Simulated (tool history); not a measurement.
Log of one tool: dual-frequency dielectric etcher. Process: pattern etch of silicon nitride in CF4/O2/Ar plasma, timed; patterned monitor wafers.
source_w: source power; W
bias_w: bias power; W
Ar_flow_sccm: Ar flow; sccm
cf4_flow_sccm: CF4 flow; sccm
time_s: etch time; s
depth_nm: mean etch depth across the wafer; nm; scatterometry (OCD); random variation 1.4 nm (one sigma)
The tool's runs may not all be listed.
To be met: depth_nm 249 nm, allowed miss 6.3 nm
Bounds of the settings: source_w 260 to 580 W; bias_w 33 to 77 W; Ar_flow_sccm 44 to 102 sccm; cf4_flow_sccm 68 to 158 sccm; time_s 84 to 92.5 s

Run 1, hour 0: source_w 420 W, bias_w 55 W, Ar_flow_sccm 73 sccm, cf4_flow_sccm 113 sccm, time_s 92.5 s. Result: depth_nm 193.8 nm.
Run 2, hour 8.5: source_w 430 W, bias_w 55 W, Ar_flow_sccm 73 sccm, cf4_flow_sccm 113 sccm, time_s 92.5 s. Result: depth_nm 198.09 nm.
Run 3, hour 11.5: source_w 430 W, bias_w 55 W, Ar_flow_sccm 73 sccm, cf4_flow_sccm 122 sccm, time_s 92.5 s. Result: depth_nm 197.34 nm.
Run 4, hour 14.7: source_w 370 W, bias_w 55 W, Ar_flow_sccm 73 sccm, cf4_flow_sccm 122 sccm, time_s 92.5 s. Result: depth_nm 169.01 nm.
Run 5, hour 19.9: source_w 330 W, bias_w 55 W, Ar_flow_sccm 73 sccm, cf4_flow_sccm 122 sccm, time_s 92.5 s. Result: depth_nm 150.63 nm.
Run 6, hour 23.3: source_w 350 W, bias_w 55 W, Ar_flow_sccm 73 sccm, cf4_flow_sccm 122 sccm, time_s 92.5 s. Result: depth_nm 160.05 nm.
Run 7, hour 24.7: source_w 370 W, bias_w 55 W, Ar_flow_sccm 73 sccm, cf4_flow_sccm 122 sccm, time_s 92.5 s. Result: depth_nm 170.79 nm.
Run 8, hour 31.3: source_w 450 W, bias_w 58 W, Ar_flow_sccm 72 sccm, cf4_flow_sccm 123 sccm, time_s 92.5 s. Result: depth_nm 214.38 nm.
At hour 33.4: source power generator calibrated.
Run 9, hour 33.4: source_w 460 W, bias_w 58 W, Ar_flow_sccm 72 sccm, cf4_flow_sccm 123 sccm, time_s 92.5 s. Result: depth_nm 209.4 nm.
Run 10, hour 40.7: source_w 470 W, bias_w 58 W, Ar_flow_sccm 72 sccm, cf4_flow_sccm 123 sccm, time_s 92.5 s. Result: depth_nm 215.12 nm.
Run 11, hour 47.9: source_w 480 W, bias_w 58 W, Ar_flow_sccm 72 sccm, cf4_flow_sccm 123 sccm, time_s 92.5 s. Result: depth_nm 217.87 nm.
Run 12, hour 49: source_w 490 W, bias_w 58 W, Ar_flow_sccm 72 sccm, cf4_flow_sccm 123 sccm, time_s 92.5 s. Result: depth_nm 222.47 nm.

Which of these 5 next moves meets every target?
Run A, hour 50.1: source_w 540 W, bias_w 60 W, Ar_flow_sccm 78 sccm, cf4_flow_sccm 121 sccm, time_s 92.5 s. Result: depth_nm ?.
Run B, hour 50.1: source_w 500 W, bias_w 57 W, Ar_flow_sccm 69 sccm, cf4_flow_sccm 117 sccm, time_s 85.5 s. Result: depth_nm ?.
Run C, hour 50.1: source_w 490 W, bias_w 64 W, Ar_flow_sccm 71 sccm, cf4_flow_sccm 123 sccm, time_s 92.5 s. Result: depth_nm ?.
Run D, hour 50.1: source_w 460 W, bias_w 59 W, Ar_flow_sccm 62 sccm, cf4_flow_sccm 125 sccm, time_s 92.5 s. Result: depth_nm ?.
Run E, hour 50.1: source_w 480 W, bias_w 61 W, Ar_flow_sccm 69 sccm, cf4_flow_sccm 123 sccm, time_s 90 s. Result: depth_nm ?.

move  depth_nm
   A    248.59
   B    208.49
   C    234.83
   D     213.9
   E    218.93
A: meets every target
B: further off than the last run
C: nearer than the last run, and not there yet
D: further off than the last run
E: further off than the last run
The right move is A.
